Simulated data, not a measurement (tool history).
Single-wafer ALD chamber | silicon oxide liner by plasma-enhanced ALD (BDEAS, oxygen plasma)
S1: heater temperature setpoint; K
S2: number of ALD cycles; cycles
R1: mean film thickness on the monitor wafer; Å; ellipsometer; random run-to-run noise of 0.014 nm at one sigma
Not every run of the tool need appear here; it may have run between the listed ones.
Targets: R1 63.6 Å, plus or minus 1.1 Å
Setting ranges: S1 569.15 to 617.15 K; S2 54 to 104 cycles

run  hour      S1  S2      R1
  1     0  593.15  79  72.999
  2   4.6  593.15  87  80.442
  3   8.6  594.15  84  77.192
  4  13.7  595.15  81  74.475
  5  19.4  596.15  79  72.686
  6  26.4  596.15  77  70.818
  7  34.3  597.15  75  68.995
  8  40.2  598.15  74   67.67
  9  43.4  599.15  73  66.798
 10  45.1  600.15  72  65.857
 11  53.4  601.15  72  65.921

Pick the move, out of 4, that brings all results within their allowed miss; only one does.
  A  61.7  599.15  72   ?
  B  61.7  608.15  70   ?
  C  61.7  593.15  75   ?
  D  61.7  592.15  71   ?

move      R1
   A  65.878
   B  63.197
   C   69.23
   D  65.634
A: no nearer and no further than the last run
B: all results land within tolerance of their targets
C: moves away from the targets compared with the last run
D: better than the last run, though not everything is in spec
So the answer is move B, the one that meets all the targets.
